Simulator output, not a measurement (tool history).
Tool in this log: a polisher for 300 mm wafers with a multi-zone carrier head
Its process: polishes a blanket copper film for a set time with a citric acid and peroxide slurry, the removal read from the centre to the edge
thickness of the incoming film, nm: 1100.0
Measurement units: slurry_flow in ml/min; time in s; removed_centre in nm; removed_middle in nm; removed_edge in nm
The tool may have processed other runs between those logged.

{"run": 1, "hour": 0.0, "slurry_flow": 320, "centre_zone": 1.0, "middle_zone": 1.0, "edge_zone": 1.0, "slurry_solids": 1.0, "time": 72, "removed_centre": 118.82, "removed_middle": 124.08, "removed_edge": 120.53}
{"run": 2, "hour": 2.8, "slurry_flow": 320, "centre_zone": 1.0, "middle_zone": 1.02, "edge_zone": 1.02, "slurry_solids": 1.05, "time": 74, "removed_centre": 123.0, "removed_middle": 129.54, "removed_edge": 124.62}
{"run": 3, "hour": 8.2, "slurry_flow": 320, "centre_zone": 0.95, "middle_zone": 1.02, "edge_zone": 1.02, "slurry_solids": 1.05, "time": 74, "removed_centre": 119.25, "removed_middle": 130.98, "removed_edge": 125.34}
{"run": 4, "hour": 10.5, "slurry_flow": 320, "centre_zone": 0.95, "middle_zone": 1.03, "edge_zone": 1.03, "slurry_solids": 1.1, "time": 76, "removed_centre": 121.98, "removed_middle": 134.05, "removed_edge": 132.27}
{"run": 5, "hour": 15.2, "slurry_flow": 325, "centre_zone": 0.95, "middle_zone": 1.05, "edge_zone": 1.02, "slurry_solids": 1.15, "time": 78, "removed_centre": 126.87, "removed_middle": 141.97, "removed_edge": 136.24}
{"run": 6, "hour": 15.8, "slurry_flow": 325, "centre_zone": 0.95, "middle_zone": 1.08, "edge_zone": 1.02, "slurry_solids": 1.15, "time": 78, "removed_centre": 126.46, "removed_middle": 146.06, "removed_edge": 133.78}

Predict the results of run 7:
{"run": 7, "hour": 18.8, "slurry_flow": 330, "centre_zone": 0.95, "middle_zone": 1.09, "edge_zone": 1.03, "slurry_solids": 1.2, "time": 80, "removed_centre": "?", "removed_middle": "?", "removed_edge": "?"}

removed_centre: 131.62 nm
removed_middle: 151.72 nm
removed_edge: 137.05 nm

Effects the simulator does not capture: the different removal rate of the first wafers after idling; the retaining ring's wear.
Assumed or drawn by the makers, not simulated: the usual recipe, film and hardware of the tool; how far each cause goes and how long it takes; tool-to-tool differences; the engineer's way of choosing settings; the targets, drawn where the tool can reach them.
